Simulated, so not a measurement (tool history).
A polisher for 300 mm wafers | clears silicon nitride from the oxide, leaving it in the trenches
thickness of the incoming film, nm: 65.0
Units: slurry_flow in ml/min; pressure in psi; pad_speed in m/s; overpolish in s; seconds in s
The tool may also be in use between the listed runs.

run 1 hour=0 | slurry_flow=300 pressure=2.9 pad_speed=0.78 overpolish=29 | seconds=97.535
run 2 hour=8.3 | slurry_flow=300 pressure=2.7 pad_speed=0.78 overpolish=29 | seconds=108.68
run 3 hour=14 | slurry_flow=300 pressure=2.7 pad_speed=0.78 overpolish=31 | seconds=105.81
run 4 hour=21.8 | slurry_flow=300 pressure=2.7 pad_speed=0.92 overpolish=31 | seconds=92.348
run 5 hour=27.4 | slurry_flow=300 pressure=2.7 pad_speed=0.92 overpolish=31 | seconds=90.101
run 6 hour=30.5 | slurry_flow=300 pressure=2.7 pad_speed=1.06 overpolish=31 | seconds=79.49
run 7 hour=33.9 | slurry_flow=285 pressure=1.9 pad_speed=0.84 overpolish=31 | seconds=136.66

The next listed run, before its measurement:
run 8 hour=34.8 | slurry_flow=285 pressure=1.8 pad_speed=0.84 overpolish=31 | seconds=?

seconds: 147.41 s
